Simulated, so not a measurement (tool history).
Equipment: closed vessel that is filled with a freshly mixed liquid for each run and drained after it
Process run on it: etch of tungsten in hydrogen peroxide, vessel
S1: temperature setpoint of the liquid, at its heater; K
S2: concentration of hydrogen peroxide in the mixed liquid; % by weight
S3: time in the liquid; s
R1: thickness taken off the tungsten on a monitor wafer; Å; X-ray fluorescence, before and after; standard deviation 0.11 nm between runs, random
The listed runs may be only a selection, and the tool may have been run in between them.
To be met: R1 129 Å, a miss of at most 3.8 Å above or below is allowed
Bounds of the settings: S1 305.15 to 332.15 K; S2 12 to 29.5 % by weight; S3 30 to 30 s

run 1 hour=0 | S1=316.15 S2=20 S3=30 | R1=234.64
run 2 hour=2.1 | S1=316.15 S2=20 S3=30 | R1=239.21
run 3 hour=11 | S1=316.15 S2=20 S3=30 | R1=234.5
run 4 hour=15 | S1=316.15 S2=20 S3=30 | R1=231.86
run 5 hour=16.4 | S1=316.15 S2=16 S3=30 | R1=211.64
run 6 hour=23.5 | S1=316.15 S2=18.5 S3=30 | R1=226.1
run 7 hour=29.1 | S1=314.65 S2=18.5 S3=30 | R1=207.06
run 8 hour=30.1 | S1=313.65 S2=18.5 S3=30 | R1=193.95
run 9 hour=35.1 | S1=312.65 S2=18.5 S3=30 | R1=180.92
run 10 hour=42.5 | S1=311.65 S2=18.5 S3=30 | R1=171.17
run 11 hour=44.6 | S1=311.15 S2=18.5 S3=30 | R1=163.24
run 12 hour=46.1 | S1=310.65 S2=18.5 S3=30 | R1=156.71
run 13 hour=54.4 | S1=310.15 S2=18.5 S3=30 | R1=154.24
run 14 hour=56.7 | S1=310.15 S2=18.5 S3=30 | R1=153.21

Which one of the following 5 next-run settings gets every result inside its allowed miss? There is exactly one.
run A hour=59 | S1=308.65 S2=12.5 S3=30 | R1=?
run B hour=59 | S1=310.15 S2=24 S3=30 | R1=?
run C hour=59 | S1=313.65 S2=15.5 S3=30 | R1=?
run D hour=59 | S1=308.65 S2=16 S3=30 | R1=?
run E hour=59 | S1=311.15 S2=19.5 S3=30 | R1=?

move=A R1=114.24
move=B R1=174.95
move=C R1=176.89
move=D R1=129.25
move=E R1=168.48
A: moves the result that the last run missed by most past its target, out the other side
B: further off than the last run
C: further off than the last run
D: each result inside its tolerance
E: further off than the last run
Correct choice: D, which meets every target

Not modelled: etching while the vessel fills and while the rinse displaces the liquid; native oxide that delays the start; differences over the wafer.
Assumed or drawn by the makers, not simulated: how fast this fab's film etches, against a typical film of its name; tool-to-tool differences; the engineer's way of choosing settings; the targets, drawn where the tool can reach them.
